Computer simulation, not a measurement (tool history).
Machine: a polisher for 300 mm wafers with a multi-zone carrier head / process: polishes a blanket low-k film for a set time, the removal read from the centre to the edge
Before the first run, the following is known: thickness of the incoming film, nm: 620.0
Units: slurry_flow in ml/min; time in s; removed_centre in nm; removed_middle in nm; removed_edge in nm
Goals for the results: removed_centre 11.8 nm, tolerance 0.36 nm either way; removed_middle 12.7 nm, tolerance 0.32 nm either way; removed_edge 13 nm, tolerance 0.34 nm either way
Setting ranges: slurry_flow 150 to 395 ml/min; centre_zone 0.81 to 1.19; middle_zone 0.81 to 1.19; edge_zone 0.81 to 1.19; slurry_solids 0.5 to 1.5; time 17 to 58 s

{"run": 1, "hour": 0.0, "slurry_flow": 250, "centre_zone": 1, "middle_zone": 1, "edge_zone": 1, "slurry_solids": 1, "time": 37, "removed_centre": 13.416, "removed_middle": 13.419, "removed_edge": 13.553}
{"run": 2, "hour": 0.6, "slurry_flow": 250, "centre_zone": 1, "middle_zone": 1, "edge_zone": 1, "slurry_solids": 1.2, "time": 37, "removed_centre": 15.083, "removed_middle": 14.844, "removed_edge": 14.842}
{"run": 3, "hour": 9.3, "slurry_flow": 250, "centre_zone": 1, "middle_zone": 1, "edge_zone": 1.05, "slurry_solids": 1.2, "time": 37, "removed_centre": 15.195, "removed_middle": 14.896, "removed_edge": 15.238}
{"run": 4, "hour": 12.5, "slurry_flow": 250, "centre_zone": 1, "middle_zone": 1, "edge_zone": 1.05, "slurry_solids": 1.4, "time": 37, "removed_centre": 16.248, "removed_middle": 16.089, "removed_edge": 16.612}
{"run": 5, "hour": 15.6, "slurry_flow": 250, "centre_zone": 1, "middle_zone": 1, "edge_zone": 1.05, "slurry_solids": 1.4, "time": 30, "removed_centre": 13.005, "removed_middle": 12.934, "removed_edge": 13.458}
{"run": 6, "hour": 23.2, "slurry_flow": 250, "centre_zone": 1, "middle_zone": 1, "edge_zone": 1.05, "slurry_solids": 1.5, "time": 30, "removed_centre": 13.548, "removed_middle": 13.423, "removed_edge": 13.898}
{"run": 7, "hour": 31.0, "slurry_flow": 240, "centre_zone": 0.98, "middle_zone": 1, "edge_zone": 1.04, "slurry_solids": 1.5, "time": 30, "removed_centre": 13.079, "removed_middle": 13.48, "removed_edge": 13.683}
{"run": 8, "hour": 35.9, "slurry_flow": 225, "centre_zone": 0.97, "middle_zone": 0.99, "edge_zone": 1.04, "slurry_solids": 1.5, "time": 30, "removed_centre": 12.737, "removed_middle": 13.234, "removed_edge": 13.613}
{"run": 9, "hour": 39.0, "slurry_flow": 215, "centre_zone": 0.96, "middle_zone": 0.99, "edge_zone": 1.03, "slurry_solids": 1.5, "time": 30, "removed_centre": 12.777, "removed_middle": 13.24, "removed_edge": 13.632}

Pick the move, out of 4, that brings all results within their allowed miss; only one does.
{"run": "A", "hour": 42.1, "slurry_flow": 205, "centre_zone": 0.92, "middle_zone": 0.89, "edge_zone": 1.16, "slurry_solids": 1.5, "time": 29, "removed_centre": "?", "removed_middle": "?", "removed_edge": "?"}
{"run": "B", "hour": 42.1, "slurry_flow": 170, "centre_zone": 0.99, "middle_zone": 0.92, "edge_zone": 1.03, "slurry_solids": 1.4, "time": 30, "removed_centre": "?", "removed_middle": "?", "removed_edge": "?"}
{"run": "C", "hour": 42.1, "slurry_flow": 180, "centre_zone": 0.94, "middle_zone": 0.93, "edge_zone": 1.05, "slurry_solids": 1.45, "time": 29, "removed_centre": "?", "removed_middle": "?", "removed_edge": "?"}
{"run": "D", "hour": 42.1, "slurry_flow": 180, "centre_zone": 0.97, "middle_zone": 1.05, "edge_zone": 1.1, "slurry_solids": 1.5, "time": 28, "removed_centre": "?", "removed_middle": "?", "removed_edge": "?"}

move=A removed_centre=11.813 removed_middle=11.774 removed_edge=13.698
move=B removed_centre=12.534 removed_middle=11.868 removed_edge=12.81
move=C removed_centre=11.748 removed_middle=11.796 removed_edge=12.74
move=D removed_centre=11.885 removed_middle=12.5 removed_edge=12.748
A: the furthest-off result lands on target, but another misses its tolerance
B: roughly where the last run was
C: the furthest-off result lands on target, but another misses its tolerance
D: all results in spec
The move that meets every target is D.
